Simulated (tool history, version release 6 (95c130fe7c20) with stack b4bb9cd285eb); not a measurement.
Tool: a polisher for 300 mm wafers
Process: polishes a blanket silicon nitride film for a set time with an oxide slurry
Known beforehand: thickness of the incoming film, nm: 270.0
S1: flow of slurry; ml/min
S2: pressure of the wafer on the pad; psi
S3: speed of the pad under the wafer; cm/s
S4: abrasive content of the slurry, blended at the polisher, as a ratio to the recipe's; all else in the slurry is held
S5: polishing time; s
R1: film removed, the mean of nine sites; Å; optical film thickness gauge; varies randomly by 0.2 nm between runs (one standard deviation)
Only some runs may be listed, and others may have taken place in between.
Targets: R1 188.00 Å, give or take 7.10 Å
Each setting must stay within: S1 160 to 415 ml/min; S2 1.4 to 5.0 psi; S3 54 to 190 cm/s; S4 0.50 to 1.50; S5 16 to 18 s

| run | hour | S1 | S2 | S3 | S4 | S5 | R1 |
|---|---|---|---|---|---|---|---|
| 1 | 0.0 | 265 | 3.2 | 122 | 1.00 | 18 | 122.24 |
| 2 | 8.5 | 265 | 3.2 | 138 | 1.00 | 18 | 137.47 |
| 3 | 12.4 | 265 | 2.7 | 138 | 1.00 | 18 | 112.68 |
| 4 | 18.2 | 265 | 2.7 | 110 | 1.00 | 18 | 93.88 |
| 5 | 27.1 | 265 | 3.3 | 112 | 1.00 | 18 | 117.37 |
| 6 | 31.1 | 265 | 3.3 | 112 | 0.90 | 18 | 109.69 |
| 7 | 32.9 | 265 | 3.7 | 112 | 0.90 | 18 | 125.84 |
| 8 | 40.6 | 265 | 4.6 | 116 | 0.90 | 18 | 159.41 |
| 9 | 42.5 | 265 | 4.7 | 118 | 0.90 | 18 | 165.10 |
| 10 | 49.3 | 265 | 4.8 | 120 | 0.90 | 18 | 168.13 |

Of the 4 settings listed for the next run, only one would bring every result within its allowed miss of target. Which one?
| A | 56.1 | 225 | 4.9 | 124 | 1.00 | 18 | ? |
| B | 56.1 | 260 | 4.9 | 126 | 0.90 | 17 | ? |
| C | 56.1 | 255 | 4.9 | 112 | 1.05 | 17 | ? |
| D | 56.1 | 260 | 4.4 | 114 | 0.95 | 17 | ? |

| move | R1 |
|---|---|
| A | 186.22 |
| B | 172.44 |
| C | 168.04 |
| D | 146.93 |
A: every result lands within tolerance
B: nearer than the last run, and not there yet
C: about as far from the targets as the last run
D: further off than the last run
A meets every target.
